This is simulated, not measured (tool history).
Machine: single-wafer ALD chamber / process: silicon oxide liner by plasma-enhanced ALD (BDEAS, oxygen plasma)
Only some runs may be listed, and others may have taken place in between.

run  hour  heater temperature setpoint (°C)  number of ALD cycles (cycles)  mean film thickness on the monitor wafer (angstrom)
  1   0.0                               310                             38                                               34.764
  2   6.7                               319                             38                                               34.033
  3  15.6                               316                             39                                               35.279
  4  19.0                               314                             39                                               35.446
  5  21.5                               312                             39                                               35.549
  6  28.2                               310                             39                                               35.437
  7  34.2                               310                             40                                               36.423

For run 8, what comes out?
  8  34.8                               309                             40                                                    ?

mean film thickness on the monitor wafer (angstrom): 36.464
